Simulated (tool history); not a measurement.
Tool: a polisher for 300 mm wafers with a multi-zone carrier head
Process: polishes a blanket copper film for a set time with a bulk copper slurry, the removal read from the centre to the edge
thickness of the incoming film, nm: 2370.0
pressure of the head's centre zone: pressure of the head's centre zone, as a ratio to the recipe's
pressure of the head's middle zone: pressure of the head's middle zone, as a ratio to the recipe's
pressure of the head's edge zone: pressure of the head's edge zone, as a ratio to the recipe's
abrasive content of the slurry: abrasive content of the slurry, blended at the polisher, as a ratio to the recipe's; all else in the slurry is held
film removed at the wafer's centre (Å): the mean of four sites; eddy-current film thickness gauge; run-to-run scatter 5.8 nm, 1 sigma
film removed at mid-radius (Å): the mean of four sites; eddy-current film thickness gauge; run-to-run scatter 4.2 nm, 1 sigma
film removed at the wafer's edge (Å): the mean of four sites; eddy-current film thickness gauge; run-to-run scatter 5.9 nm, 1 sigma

run	hour	flow of slurry (ml/min)	pressure of the head's centre zone	pressure of the head's middle zone	pressure of the head's edge zone	abrasive content of the slurry	polishing time (s)	film removed at the wafer's centre (Å)	film removed at mid-radius (Å)	film removed at the wafer's edge (Å)
1	0.0	270	1.00	1.00	1.00	1.00	56	4553.8	4671.6	4691.3
2	3.8	275	1.00	1.00	1.02	1.05	56	4646.2	4754.6	4765.6
3	5.4	275	1.00	1.00	1.02	1.05	44	3630.6	3736.3	3770.6
4	7.8	275	1.08	1.00	1.02	1.05	44	3925.4	3733.8	3741.2
5	15.7	250	1.08	1.00	1.02	1.05	44	3927.0	3716.2	3704.5
6	17.0	250	1.08	0.93	1.02	1.05	44	3874.6	3557.6	3795.8
7	18.7	250	1.06	0.93	1.04	1.10	46	4039.5	3717.6	4025.2
8	24.9	255	1.04	0.94	1.05	1.15	47	4162.5	3886.8	4155.2
9	31.0	255	1.02	0.94	1.06	1.20	48	4244.6	4024.4	4371.5
10	36.6	255	1.00	0.95	1.07	1.25	49	4230.0	4164.9	4498.4
11	39.9	255	0.99	0.95	1.08	1.30	50	4341.8	4300.3	4638.1
12	45.3	255	0.98	0.95	1.09	1.35	51	4414.1	4409.5	4808.0
13	47.2	260	0.98	0.95	1.10	1.35	52	4414.4	4513.2	4946.2
14	54.1	260	0.98	0.95	1.11	1.35	53	4508.5	4584.0	5094.3
15	55.7	260	0.99	0.96	1.12	1.35	53	4702.9	4623.6	5138.9
16	57.1	265	0.98	0.97	1.13	1.35	53	4496.2	4667.4	5007.0
17	64.2	265	0.98	0.97	1.13	1.35	54	4614.6	4715.2	5111.1
18	71.6	265	0.98	0.97	1.13	1.35	55	4805.6	4779.0	5309.4
19	72.1	265	0.98	0.97	1.14	1.35	55	4809.5	4810.7	5422.7

The next listed run, before its measurement:
20	77.2	265	0.98	0.98	1.15	1.35	55	?	?	?

Run 20 gave film removed at the wafer's centre (Å) 4766.9, film removed at mid-radius (Å) 4928.1, film removed at the wafer's edge (Å) 5353.9.
